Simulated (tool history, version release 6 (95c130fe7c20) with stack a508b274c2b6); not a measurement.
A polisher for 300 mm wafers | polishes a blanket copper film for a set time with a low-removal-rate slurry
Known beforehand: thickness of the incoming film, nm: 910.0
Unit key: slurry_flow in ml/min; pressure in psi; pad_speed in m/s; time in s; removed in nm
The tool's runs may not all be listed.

run 1 hour=0.0 | slurry_flow=235 pressure=2.5 pad_speed=1.20 slurry_solids=1.0 time=69 | removed=197.90
run 2 hour=4.2 | slurry_flow=235 pressure=2.5 pad_speed=0.98 slurry_solids=1.0 time=69 | removed=173.18
run 3 hour=4.8 | slurry_flow=235 pressure=2.8 pad_speed=1.04 slurry_solids=1.0 time=69 | removed=192.20
run 4 hour=5.6 | slurry_flow=235 pressure=3.0 pad_speed=1.14 slurry_solids=1.0 time=69 | removed=222.66
run 5 hour=11.5 | slurry_flow=235 pressure=3.0 pad_speed=1.34 slurry_solids=1.0 time=69 | removed=247.66
run 6 hour=17.5 | slurry_flow=235 pressure=3.2 pad_speed=1.38 slurry_solids=1.0 time=69 | removed=271.83
run 7 hour=19.1 | slurry_flow=235 pressure=3.4 pad_speed=1.40 slurry_solids=1.0 time=69 | removed=278.47
run 8 hour=23.5 | slurry_flow=235 pressure=3.5 pad_speed=1.44 slurry_solids=1.0 time=69 | removed=295.40
-- hour=26.2 worn pad replaced by a new one
run 9 hour=26.2 | slurry_flow=235 pressure=3.5 pad_speed=1.44 slurry_solids=1.0 time=69 | removed=323.03
run 10 hour=34.9 | slurry_flow=235 pressure=3.5 pad_speed=1.44 slurry_solids=1.0 time=69 | removed=312.81
run 11 hour=42.9 | slurry_flow=235 pressure=3.6 pad_speed=1.44 slurry_solids=1.0 time=69 | removed=320.78

What does the tool deliver on the next run?
run 12 hour=46.7 | slurry_flow=235 pressure=3.7 pad_speed=1.44 slurry_solids=1.0 time=69 | removed=?

{"run 12": {"removed": 322.45}}
